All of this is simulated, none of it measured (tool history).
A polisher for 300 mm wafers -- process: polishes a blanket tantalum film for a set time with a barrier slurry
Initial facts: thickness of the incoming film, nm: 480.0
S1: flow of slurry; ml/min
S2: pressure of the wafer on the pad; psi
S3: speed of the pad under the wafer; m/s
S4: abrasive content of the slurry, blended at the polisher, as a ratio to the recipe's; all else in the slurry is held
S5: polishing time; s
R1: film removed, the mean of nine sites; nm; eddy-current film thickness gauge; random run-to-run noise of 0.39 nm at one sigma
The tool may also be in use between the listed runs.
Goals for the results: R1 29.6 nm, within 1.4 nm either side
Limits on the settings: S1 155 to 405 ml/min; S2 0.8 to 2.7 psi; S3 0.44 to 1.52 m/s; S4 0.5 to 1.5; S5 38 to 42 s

run,hour,S1,S2,S3,S4,S5,R1
1,0,260,1.7,0.98,1,42,69.285
2,1.7,260,1.6,0.94,1,42,62.77
3,5.1,220,1.6,0.94,1,42,60.233
4,12.8,260,1.6,0.94,1,42,61.781
5,20.8,290,1.6,0.94,1,42,61.456
6,27.1,290,1.5,0.9,1,42,56.073
7,29.3,290,1.5,0.9,1,42,55.912
8,37.4,290,1.4,0.88,1,42,53.155
9,39.6,290,1.3,0.84,1,42,46.62
10,45.2,290,0.8,0.72,1,42,26.973

Consider the 5 candidate settings below. Which is the only one whose results all fall within their allowed miss of target?
A,50.8,320,1.1,0.7,0.9,41,?
B,50.8,235,0.8,0.76,0.85,39,?
C,50.8,240,1.1,0.66,1.15,42,?
D,50.8,260,1.1,0.7,0.9,38,?
E,50.8,285,0.8,0.7,1.2,38,?

move,R1
A,33.203
B,25.015
C,33.187
D,30.152
E,25.087
A: pushes the last run's worst result past its target
B: the biggest miss grows against the last run
C: pushes the last run's worst result past its target
D: all results land within tolerance of their targets
E: the biggest miss grows against the last run
Move D is the one to make.
